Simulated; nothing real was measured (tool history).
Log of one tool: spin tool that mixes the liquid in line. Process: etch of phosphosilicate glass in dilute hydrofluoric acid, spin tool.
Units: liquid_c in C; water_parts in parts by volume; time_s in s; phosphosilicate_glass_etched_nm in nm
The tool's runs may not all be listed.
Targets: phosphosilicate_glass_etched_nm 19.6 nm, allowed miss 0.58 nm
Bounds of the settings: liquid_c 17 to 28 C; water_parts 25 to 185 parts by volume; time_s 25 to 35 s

run,hour,liquid_c,water_parts,time_s,phosphosilicate_glass_etched_nm
1,0,20,105,35,16.328
2,5.8,20.5,105,35,16.929
3,8.9,21,105,35,17.026
4,9.9,21.5,105,35,17.235
5,10.7,22,105,35,17.814
6,16.4,18.5,105,35,15.47
7,23.9,19.5,105,35,15.862
8,28.1,20,105,35,16.457
9,31.6,20.5,105,35,16.564
10,35.8,21,105,35,16.841
11,44.7,21.5,105,35,17.09
12,49.4,22,105,35,17.666

Which of these 4 next moves meets every target?
A,54.1,23,90,35,?
B,54.1,21.5,95,35,?
C,54.1,27,100,25,?
D,54.1,20.5,110,35,?

move,phosphosilicate_glass_etched_nm
A,22.03
B,19.525
C,16.371
D,15.917
A: takes the result that was furthest off past its target
B: meets every target
C: further off than the last run
D: further off than the last run
Answer: B

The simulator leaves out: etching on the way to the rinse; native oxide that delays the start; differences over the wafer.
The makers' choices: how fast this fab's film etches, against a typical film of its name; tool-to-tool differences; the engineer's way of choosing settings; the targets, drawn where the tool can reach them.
